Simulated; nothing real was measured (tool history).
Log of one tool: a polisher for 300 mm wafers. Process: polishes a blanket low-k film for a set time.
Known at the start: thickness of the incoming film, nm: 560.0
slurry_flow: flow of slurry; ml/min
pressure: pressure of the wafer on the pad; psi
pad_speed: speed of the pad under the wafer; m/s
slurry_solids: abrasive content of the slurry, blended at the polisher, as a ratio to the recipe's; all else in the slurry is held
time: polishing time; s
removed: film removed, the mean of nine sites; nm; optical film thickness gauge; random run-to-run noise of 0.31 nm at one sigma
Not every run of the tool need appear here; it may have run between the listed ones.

run    day  slurry_flow  pressure  pad_speed  slurry_solids  time  removed
  1      0          145       2.2       1.24              1    60   39.654
  2   0.15          140         2       1.24              1    60   36.711
  3  0.458          140       2.5       1.24              1    60   43.649
  4   0.55          135       2.2       1.22              1    60   38.088
  5  0.904          135       2.2       1.22            0.9    60   37.298
  6  1.033          130         2       1.22            0.9    60   34.261
  7  1.304          125       1.9       1.22            0.9    60   33.839

Run 8 comes next. What will it give?
  8  1.35          125       1.8       1.22            0.9    60        ?

{"run 8": {"removed": 32.116}}
